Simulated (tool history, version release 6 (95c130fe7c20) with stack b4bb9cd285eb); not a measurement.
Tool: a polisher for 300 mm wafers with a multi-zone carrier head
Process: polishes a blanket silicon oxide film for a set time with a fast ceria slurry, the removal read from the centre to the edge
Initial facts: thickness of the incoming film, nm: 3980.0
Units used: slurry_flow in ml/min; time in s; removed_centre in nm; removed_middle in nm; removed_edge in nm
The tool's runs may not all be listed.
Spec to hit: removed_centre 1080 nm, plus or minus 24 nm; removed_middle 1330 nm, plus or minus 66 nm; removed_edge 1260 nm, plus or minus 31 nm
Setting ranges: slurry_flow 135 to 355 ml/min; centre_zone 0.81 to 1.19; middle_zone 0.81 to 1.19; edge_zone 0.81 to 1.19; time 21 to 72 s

run 1 hour=0 | slurry_flow=225 centre_zone=1 middle_zone=1 edge_zone=1 time=46 | removed_centre=1309 removed_middle=1280.3 removed_edge=1308.4
run 2 hour=8 | slurry_flow=215 centre_zone=0.97 middle_zone=1.01 edge_zone=1 time=46 | removed_centre=1260.7 removed_middle=1304.3 removed_edge=1297.9
run 3 hour=10.5 | slurry_flow=205 centre_zone=0.95 middle_zone=1.01 edge_zone=1 time=46 | removed_centre=1221.7 removed_middle=1292.6 removed_edge=1289.1
run 4 hour=15.2 | slurry_flow=205 centre_zone=0.95 middle_zone=1.01 edge_zone=1 time=36 | removed_centre=961.44 removed_middle=1000.9 removed_edge=1009.5
run 5 hour=22.3 | slurry_flow=220 centre_zone=0.94 middle_zone=1.04 edge_zone=1.03 time=37 | removed_centre=985.81 removed_middle=1079.2 removed_edge=1061.2
run 6 hour=23.4 | slurry_flow=220 centre_zone=0.94 middle_zone=1.1 edge_zone=1.03 time=37 | removed_centre=977.52 removed_middle=1141.4 removed_edge=1062.2
-- hour=24.7 edge zone pressure recalibrated
run 7 hour=24.7 | slurry_flow=235 centre_zone=0.94 middle_zone=1.11 edge_zone=1.06 time=37 | removed_centre=1000 removed_middle=1139.9 removed_edge=1049
run 8 hour=27.7 | slurry_flow=220 centre_zone=0.93 middle_zone=1.11 edge_zone=1.06 time=39 | removed_centre=1023.9 removed_middle=1195.4 removed_edge=1091.4
run 9 hour=34 | slurry_flow=230 centre_zone=0.91 middle_zone=1.1 edge_zone=1.06 time=40 | removed_centre=1031.4 removed_middle=1203.4 removed_edge=1121.9
run 10 hour=41 | slurry_flow=225 centre_zone=0.9 middle_zone=1.1 edge_zone=1.06 time=41 | removed_centre=1058.8 removed_middle=1263.9 removed_edge=1161.3
run 11 hour=44.5 | slurry_flow=225 centre_zone=0.89 middle_zone=1.09 edge_zone=1.07 time=42 | removed_centre=1062.9 removed_middle=1258.1 removed_edge=1186.1
run 12 hour=49.9 | slurry_flow=225 centre_zone=0.89 middle_zone=1.09 edge_zone=1.07 time=42 | removed_centre=1046.4 removed_middle=1262.5 removed_edge=1166.6

Exercise: of the 5 proposed moves below, exactly one satisfies all targets within the stated allowed misses. Which move is it?
run A hour=55.3 | slurry_flow=295 centre_zone=0.9 middle_zone=1.03 edge_zone=1.11 time=41 | removed_centre=? removed_middle=? removed_edge=?
run B hour=55.3 | slurry_flow=215 centre_zone=0.98 middle_zone=1.06 edge_zone=1.1 time=42 | removed_centre=? removed_middle=? removed_edge=?
run C hour=55.3 | slurry_flow=325 centre_zone=0.95 middle_zone=1.14 edge_zone=1.04 time=41 | removed_centre=? removed_middle=? removed_edge=?
run D hour=55.3 | slurry_flow=240 centre_zone=0.89 middle_zone=0.97 edge_zone=1.09 time=43 | removed_centre=? removed_middle=? removed_edge=?
run E hour=55.3 | slurry_flow=235 centre_zone=0.86 middle_zone=1.09 edge_zone=1.08 time=44 | removed_centre=? removed_middle=? removed_edge=?

move=A removed_centre=1095.4 removed_middle=1208.1 removed_edge=1209.3
move=B removed_centre=1180 removed_middle=1227.3 removed_edge=1203
move=C removed_centre=1168.6 removed_middle=1328.5 removed_edge=1176.4
move=D removed_centre=1110.4 removed_middle=1180.4 removed_edge=1238.6
move=E removed_centre=1095.8 removed_middle=1330.6 removed_edge=1257.4
A: nearer than the last run, and not there yet
B: the biggest miss grows against the last run
C: the biggest miss grows against the last run
D: gets the furthest-off result to its target, but another result is out of tolerance
E: hits every target within its allowed miss
Go with E: it meets all targets.

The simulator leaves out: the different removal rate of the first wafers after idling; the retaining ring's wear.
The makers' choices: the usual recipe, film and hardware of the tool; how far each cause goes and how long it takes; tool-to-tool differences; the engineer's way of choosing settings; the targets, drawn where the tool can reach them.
